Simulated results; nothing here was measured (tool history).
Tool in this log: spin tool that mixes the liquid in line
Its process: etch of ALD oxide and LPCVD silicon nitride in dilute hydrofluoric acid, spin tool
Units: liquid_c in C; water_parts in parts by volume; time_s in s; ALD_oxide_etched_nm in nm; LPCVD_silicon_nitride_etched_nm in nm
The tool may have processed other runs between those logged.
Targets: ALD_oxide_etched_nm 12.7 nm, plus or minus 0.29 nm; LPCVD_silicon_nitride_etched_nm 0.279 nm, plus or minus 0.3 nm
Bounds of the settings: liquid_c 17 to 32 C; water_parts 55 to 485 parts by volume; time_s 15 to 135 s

run	hour	liquid_c	water_parts	time_s	ALD_oxide_etched_nm	LPCVD_silicon_nitride_etched_nm
1	0	24	270	70	4.376	0.094998
2	6.1	24	360	70	2.9955	0.047444
3	10.7	24	455	70	2.1512	0.068945
4	13	25	405	70	2.6487	0.082159
5	20.8	25	485	70	2.0351	0.073249
6	24.9	26	430	70	2.5061	0.055439
7	31	28	320	85	4.8627	0.17381
8	33.7	28.5	290	85	5.6099	0.12455
9	39	29	265	85	6.474	0.12523
10	47.4	29.5	245	85	7.3543	0.18509
11	49.6	30	230	85	8.1079	0.23045
12	55.4	32	135	85	16.711	0.34459
13	59.9	31	135	85	16.223	0.44007
14	63.4	30	135	85	15.706	0.2774
15	69.3	29.5	135	85	15.47	0.32474
16	71.7	28.5	135	85	14.903	0.36484
# hour 80.2: hydrofluoric acid flow meter replaced
17	80.2	28	135	85	16.903	0.45154
18	88.6	28.5	140	85	16.461	0.50318
19	92.5	29	145	85	16.03	0.50494
20	93.4	29.5	150	85	15.691	0.20294
21	94	29	155	85	14.63	0.56138
22	100.2	29.5	155	85	14.935	0.39421
23	103.3	29.5	160	85	14.417	0.48254

Exactly one of the 4 candidate moves below puts every result within its allowed miss. Which one?
A	106.4	29	140	70	?	?
B	106.4	32	140	55	?	?
C	106.4	32	105	50	?	?
D	106.4	31	120	50	?	?

move	ALD_oxide_etched_nm	LPCVD_silicon_nitride_etched_nm
A	13.745	0.4059
B	12.034	0.38323
C	15.334	0.46688
D	12.66	0.38342
A: closer than the last run, but not yet in spec
B: carries the result that was furthest off beyond its target, to the other side
C: lands further from the targets than the last run did
D: hits every target within its allowed miss
The move that meets every target is D.
